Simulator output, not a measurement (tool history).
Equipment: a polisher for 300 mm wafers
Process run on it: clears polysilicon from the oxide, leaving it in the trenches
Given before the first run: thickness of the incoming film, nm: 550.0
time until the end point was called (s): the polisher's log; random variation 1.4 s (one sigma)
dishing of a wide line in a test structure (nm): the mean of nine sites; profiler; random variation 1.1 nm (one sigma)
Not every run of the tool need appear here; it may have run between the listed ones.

run  hour  flow of slurry (ml/min)  pressure of the wafer on the pad (psi)  speed of the pad under the wafer (m/s)  overpolish time after the end point (s)  time until the end point was called (s)  dishing of a wide line in a test structure (nm)
  1     0                      320                                     1.9                                    0.94                                       19                                   64.907                                           54.898
  2   6.9                      320                                     1.7                                     0.9                                       19                                   76.613                                           53.082
  3   9.9                      320                                     1.7                                     0.9                                       25                                   75.637                                           56.404
  4  11.1                      265                                     1.7                                     0.9                                       25                                   78.532                                           54.959
  5  18.6                      265                                     1.4                                     0.9                                       25                                    93.01                                           55.972
  6  24.4                      260                                     1.3                                    0.88                                       23                                   102.42                                           50.173
  7  27.2                      255                                     1.2                                    0.86                                       24                                   113.26                                           49.745
  8  33.3                      250                                     1.1                                    0.86                                       24                                   122.97                                           50.805
  9  41.4                      250                                     1.1                                    0.86                                       23                                   122.38                                           49.544

The next listed run, before its measurement:
 10  43.8                      245                                     1.1                                    0.86                                       23                                        ?                                                ?

{"run 10": {"time until the end point was called (s)": 123.62, "dishing of a wide line in a test structure (nm)": 46.772}}
